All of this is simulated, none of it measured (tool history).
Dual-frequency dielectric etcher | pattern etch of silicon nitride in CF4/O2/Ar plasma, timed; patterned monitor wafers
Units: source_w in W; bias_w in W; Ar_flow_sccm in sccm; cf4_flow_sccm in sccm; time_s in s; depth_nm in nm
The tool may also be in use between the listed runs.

run,hour,source_w,bias_w,Ar_flow_sccm,cf4_flow_sccm,time_s,depth_nm
1,0.0,570,39,137,109,8.5,16.342
2,3.1,590,39,137,109,8.5,16.619
3,7.4,610,39,137,109,8.5,17.051
4,12.7,630,39,137,109,8.5,17.395
5,13.8,630,39,121,109,8.5,17.657
6,22.6,630,39,121,109,8.0,16.662
7,23.2,650,39,121,109,8.0,17.055
8,24.2,670,39,121,109,8.0,17.273

The next listed run, before its measurement:
9,27.2,670,39,121,109,8.0,?

depth_nm: 17.325 nm
